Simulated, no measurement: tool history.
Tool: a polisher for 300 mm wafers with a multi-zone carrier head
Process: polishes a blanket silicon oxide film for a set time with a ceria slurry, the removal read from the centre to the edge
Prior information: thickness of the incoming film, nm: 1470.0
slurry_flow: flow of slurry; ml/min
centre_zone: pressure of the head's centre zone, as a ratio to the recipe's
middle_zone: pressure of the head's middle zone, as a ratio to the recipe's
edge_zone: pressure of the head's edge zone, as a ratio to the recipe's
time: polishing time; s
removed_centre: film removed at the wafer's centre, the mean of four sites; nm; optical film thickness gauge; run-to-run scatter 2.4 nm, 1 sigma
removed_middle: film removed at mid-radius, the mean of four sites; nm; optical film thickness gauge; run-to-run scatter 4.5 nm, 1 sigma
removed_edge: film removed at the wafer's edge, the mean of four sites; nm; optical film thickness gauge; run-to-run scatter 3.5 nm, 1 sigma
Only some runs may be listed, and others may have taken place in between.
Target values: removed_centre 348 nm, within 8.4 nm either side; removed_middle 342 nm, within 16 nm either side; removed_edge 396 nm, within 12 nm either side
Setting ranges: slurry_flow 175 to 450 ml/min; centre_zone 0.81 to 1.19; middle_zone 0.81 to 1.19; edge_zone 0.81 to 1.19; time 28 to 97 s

run	hour	slurry_flow	centre_zone	middle_zone	edge_zone	time	removed_centre	removed_middle	removed_edge
1	0	290	1	1	1	62	256.8	265.3	258.95
2	4	285	0.99	0.97	1.05	69	287.16	277.33	299.11
3	5.9	285	1.03	0.97	1.05	69	295.75	273.99	286.96
4	10.1	285	1.03	0.97	1.05	77	329.37	308.7	333.79
5	18.2	300	1.01	0.98	1.09	79	335.21	315.44	343.26
6	19.1	295	0.99	0.97	1.09	81	336.61	338.43	353.93
7	24.6	285	0.98	0.94	1.11	83	337.19	332.78	357.87
8	27.5	300	0.96	0.91	1.14	85	341.48	323.17	381.21
9	30.8	310	0.96	0.92	1.15	85	343.44	332.81	377.09

Below are 5 possible settings for the next run. Only one of them brings all results inside the allowed miss of their targets. Which is it?
A	34.1	245	0.99	0.93	1.11	86	?	?	?
B	34.1	315	0.85	0.95	1.17	92	?	?	?
C	34.1	270	0.95	0.93	1.18	88	?	?	?
D	34.1	350	0.93	1.07	1.17	87	?	?	?
E	34.1	260	0.89	0.95	1.11	88	?	?	?

move	removed_centre	removed_middle	removed_edge
A	347.38	329.1	375.64
B	329.24	369.27	422.06
C	345.71	340.98	400.41
D	344.97	389.83	401.54
E	322.08	345.64	386.52
A: moves away from the targets compared with the last run
B: pushes the last run's worst result past its target
C: every result within its allowed miss
D: brings the result that was furthest off to its target, and leaves another outside
E: brings the result that was furthest off to its target, and leaves another outside
C is the move that brings every result within its allowed miss.

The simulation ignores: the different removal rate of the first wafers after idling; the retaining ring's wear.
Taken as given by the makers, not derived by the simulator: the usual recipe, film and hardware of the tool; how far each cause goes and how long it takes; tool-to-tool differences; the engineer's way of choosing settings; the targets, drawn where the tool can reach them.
